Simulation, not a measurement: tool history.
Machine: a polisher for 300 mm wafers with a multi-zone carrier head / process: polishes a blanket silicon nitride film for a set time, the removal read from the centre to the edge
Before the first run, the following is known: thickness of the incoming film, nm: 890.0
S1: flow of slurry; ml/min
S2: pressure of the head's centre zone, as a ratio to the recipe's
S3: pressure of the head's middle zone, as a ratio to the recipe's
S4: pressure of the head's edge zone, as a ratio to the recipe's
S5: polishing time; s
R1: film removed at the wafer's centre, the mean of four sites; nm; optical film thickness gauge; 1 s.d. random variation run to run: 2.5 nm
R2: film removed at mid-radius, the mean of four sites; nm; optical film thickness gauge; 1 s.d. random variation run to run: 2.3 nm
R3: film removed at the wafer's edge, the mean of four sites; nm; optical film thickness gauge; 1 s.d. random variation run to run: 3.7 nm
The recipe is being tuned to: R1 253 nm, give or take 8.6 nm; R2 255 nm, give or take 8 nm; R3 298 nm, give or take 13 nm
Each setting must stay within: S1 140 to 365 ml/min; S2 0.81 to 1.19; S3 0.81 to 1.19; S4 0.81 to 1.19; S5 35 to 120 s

run 1 hour=0 | S1=235 S2=1 S3=1 S4=1 S5=77 | R1=240.33 R2=229.35 R3=233.16
run 2 hour=7.9 | S1=240 S2=0.98 S3=0.99 S4=1.03 S5=79 | R1=238.88 R2=234.99 R3=242.39
run 3 hour=10.6 | S1=240 S2=0.97 S3=0.98 S4=1.06 S5=81 | R1=239.68 R2=242.05 R3=255.8
run 4 hour=12.4 | S1=240 S2=0.97 S3=1.04 S4=1.06 S5=81 | R1=240.53 R2=256.53 R3=249.49
run 5 hour=20.9 | S1=285 S2=0.97 S3=1.04 S4=1.06 S5=81 | R1=248.1 R2=251.32 R3=257.88
run 6 hour=24.1 | S1=295 S2=0.97 S3=1.03 S4=1.08 S5=82 | R1=249.96 R2=253.03 R3=260.56
run 7 hour=29.9 | S1=300 S2=0.96 S3=1.01 S4=1.1 S5=83 | R1=247.61 R2=255.74 R3=263.06
run 8 hour=34.8 | S1=305 S2=0.95 S3=0.98 S4=1.11 S5=85 | R1=253.63 R2=259.46 R3=282.09

Exactly one of the 4 candidate moves below puts every result within its allowed miss. Which one?
run A hour=39.7 | S1=300 S2=1.05 S3=1.16 S4=1.03 S5=79 | R1=? R2=? R3=?
run B hour=39.7 | S1=310 S2=0.97 S3=1.01 S4=1.03 S5=81 | R1=? R2=? R3=?
run C hour=39.7 | S1=320 S2=0.94 S3=0.98 S4=1.11 S5=89 | R1=? R2=? R3=?
run D hour=39.7 | S1=330 S2=0.89 S3=0.9 S4=1.14 S5=89 | R1=? R2=? R3=?

move=A R1=264.74 R2=271.82 R3=248.12
move=B R1=251.12 R2=248.39 R3=255.45
move=C R1=268.04 R2=266.78 R3=292.05
move=D R1=254.22 R2=249.12 R3=296.94
A: moves away from the targets compared with the last run
B: moves away from the targets compared with the last run
C: meets the target for the result that was furthest off, but another lies outside its allowed miss
D: all results in spec
Correct choice: D, which meets every target
